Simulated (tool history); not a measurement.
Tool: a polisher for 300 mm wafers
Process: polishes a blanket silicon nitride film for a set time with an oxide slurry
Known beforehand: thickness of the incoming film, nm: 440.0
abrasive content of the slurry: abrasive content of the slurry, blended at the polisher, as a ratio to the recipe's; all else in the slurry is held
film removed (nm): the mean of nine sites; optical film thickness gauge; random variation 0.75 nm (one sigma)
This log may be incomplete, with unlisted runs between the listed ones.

| run | hour | flow of slurry (ml/min) | pressure of the wafer on the pad (kPa) | speed of the pad under the wafer (m/s) | abrasive content of the slurry | polishing time (s) | film removed (nm) |
|---|---|---|---|---|---|---|---|
| 1 | 0.0 | 245 | 29.6 | 1.30 | 1.00 | 53 | 52.264 |
| 2 | 1.7 | 245 | 33.1 | 1.30 | 1.00 | 53 | 58.211 |
| 3 | 10.4 | 245 | 33.1 | 1.30 | 0.95 | 53 | 57.827 |
| 4 | 15.0 | 190 | 33.1 | 1.30 | 0.95 | 53 | 57.089 |
|  | 22.0 | head pressure recalibrated |
| 5 | 22.0 | 190 | 35.9 | 1.30 | 0.95 | 53 | 57.469 |
| 6 | 26.9 | 210 | 39.3 | 1.32 | 0.95 | 53 | 63.239 |

The next listed run, before its measurement:
| 7 | 30.2 | 210 | 39.3 | 1.32 | 0.95 | 53 | ? |

film removed (nm): 62.885
